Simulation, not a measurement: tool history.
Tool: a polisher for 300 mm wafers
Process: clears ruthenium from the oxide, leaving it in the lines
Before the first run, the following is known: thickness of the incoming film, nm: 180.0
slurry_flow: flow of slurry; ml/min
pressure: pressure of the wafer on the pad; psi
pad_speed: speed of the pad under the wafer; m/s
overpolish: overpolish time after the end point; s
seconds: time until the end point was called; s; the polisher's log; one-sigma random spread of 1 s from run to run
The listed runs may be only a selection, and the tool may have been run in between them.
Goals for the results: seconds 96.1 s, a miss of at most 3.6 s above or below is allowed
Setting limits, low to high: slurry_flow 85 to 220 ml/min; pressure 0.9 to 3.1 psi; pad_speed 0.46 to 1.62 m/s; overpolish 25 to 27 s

{"run": 1, "hour": 0.0, "slurry_flow": 140, "pressure": 2, "pad_speed": 1.04, "overpolish": 25, "seconds": 130.79}
{"run": 2, "hour": 6.9, "slurry_flow": 145, "pressure": 2.1, "pad_speed": 1.04, "overpolish": 25, "seconds": 123.73}
{"run": 3, "hour": 15.8, "slurry_flow": 150, "pressure": 2.2, "pad_speed": 1.04, "overpolish": 25, "seconds": 118.74}
{"run": 4, "hour": 22.4, "slurry_flow": 150, "pressure": 2.3, "pad_speed": 1.04, "overpolish": 25, "seconds": 112.21}
{"run": 5, "hour": 24.1, "slurry_flow": 155, "pressure": 2.5, "pad_speed": 1.04, "overpolish": 25, "seconds": 103.48}
{"run": 6, "hour": 24.6, "slurry_flow": 155, "pressure": 2.5, "pad_speed": 0.8, "overpolish": 25, "seconds": 131.88}
{"run": 7, "hour": 28.8, "slurry_flow": 155, "pressure": 2.6, "pad_speed": 0.8, "overpolish": 25, "seconds": 128.17}
{"run": 8, "hour": 33.4, "slurry_flow": 155, "pressure": 2.7, "pad_speed": 0.8, "overpolish": 25, "seconds": 124.31}
{"run": 9, "hour": 42.3, "slurry_flow": 155, "pressure": 2.7, "pad_speed": 0.8, "overpolish": 25, "seconds": 123.41}
{"run": 10, "hour": 43.2, "slurry_flow": 160, "pressure": 2.8, "pad_speed": 0.8, "overpolish": 25, "seconds": 117.66}
{"run": 11, "hour": 44.3, "slurry_flow": 170, "pressure": 3, "pad_speed": 0.84, "overpolish": 25, "seconds": 105.95}

Exactly one of the 5 candidate moves below puts every result within its allowed miss. Which one?
{"run": "A", "hour": 45.4, "slurry_flow": 150, "pressure": 3, "pad_speed": 0.72, "overpolish": 25, "seconds": "?"}
{"run": "B", "hour": 45.4, "slurry_flow": 165, "pressure": 2.9, "pad_speed": 0.96, "overpolish": 25, "seconds": "?"}
{"run": "C", "hour": 45.4, "slurry_flow": 205, "pressure": 3, "pad_speed": 0.7, "overpolish": 27, "seconds": "?"}
{"run": "D", "hour": 45.4, "slurry_flow": 180, "pressure": 3.1, "pad_speed": 0.82, "overpolish": 25, "seconds": "?"}
{"run": "E", "hour": 45.4, "slurry_flow": 180, "pressure": 3, "pad_speed": 0.76, "overpolish": 25, "seconds": "?"}

move=A seconds=124.96
move=B seconds=96.996
move=C seconds=123.09
move=D seconds=104.34
move=E seconds=115.78
A: moves away from the targets compared with the last run
B: all results land within tolerance of their targets
C: moves away from the targets compared with the last run
D: an improvement on the last run, though not all results are within tolerance
E: moves away from the targets compared with the last run
Answer: B
